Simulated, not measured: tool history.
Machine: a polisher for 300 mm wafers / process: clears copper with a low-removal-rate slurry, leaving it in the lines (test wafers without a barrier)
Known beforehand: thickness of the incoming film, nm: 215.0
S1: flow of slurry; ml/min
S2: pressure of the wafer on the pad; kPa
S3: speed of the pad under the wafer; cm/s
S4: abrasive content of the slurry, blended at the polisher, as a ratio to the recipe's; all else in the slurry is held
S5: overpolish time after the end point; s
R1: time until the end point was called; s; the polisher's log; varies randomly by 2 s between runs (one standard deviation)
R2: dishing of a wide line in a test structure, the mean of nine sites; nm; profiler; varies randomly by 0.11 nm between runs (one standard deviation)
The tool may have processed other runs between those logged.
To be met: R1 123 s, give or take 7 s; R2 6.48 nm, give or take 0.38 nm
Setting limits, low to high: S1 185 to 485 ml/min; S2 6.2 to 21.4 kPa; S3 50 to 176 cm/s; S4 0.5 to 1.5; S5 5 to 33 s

run,hour,S1,S2,S3,S4,S5,R1,R2
1,0,310,13.8,112,1,17,100.01,20.55
2,2,275,13.8,112,1,17,103.87,20.478
3,4.8,275,13.8,100,1,17,110.89,18.821
4,13,325,13.1,88,1.1,14,125.39,14.797
5,17.1,365,13.1,78,1.2,12,142.83,12.144
6,18.7,395,13.8,72,1.25,10,143.87,10.551
7,20.9,415,14.5,66,1.3,9,147.65,9.405
8,25,430,15.9,62,1.35,8,144.82,8.8488
9,32.2,485,20,50,1.5,5,137.82,6.0536
10,38,480,20,52,1.5,5,132.84,6.1685

Below are 5 possible settings for the next run. Only one of them brings all results inside the allowed miss of their targets. Which is it?
A,43.8,485,15.9,62,1.5,5,?,?
B,43.8,485,18.6,50,1.45,6,?,?
C,43.8,485,19.3,50,1.45,6,?,?
D,43.8,485,20,50,1.5,6,?,?
E,43.8,435,21.4,54,1.4,5,?,?

move,R1,R2
A,140.41,5.9374
B,149.12,6.653
C,144.13,6.8657
D,138.5,7.1218
E,123.55,6.698
A: lands further from the targets than the last run did
B: lands further from the targets than the last run did
C: lands further from the targets than the last run did
D: lands further from the targets than the last run did
E: hits every target within its allowed miss
Correct choice: E, which meets every target

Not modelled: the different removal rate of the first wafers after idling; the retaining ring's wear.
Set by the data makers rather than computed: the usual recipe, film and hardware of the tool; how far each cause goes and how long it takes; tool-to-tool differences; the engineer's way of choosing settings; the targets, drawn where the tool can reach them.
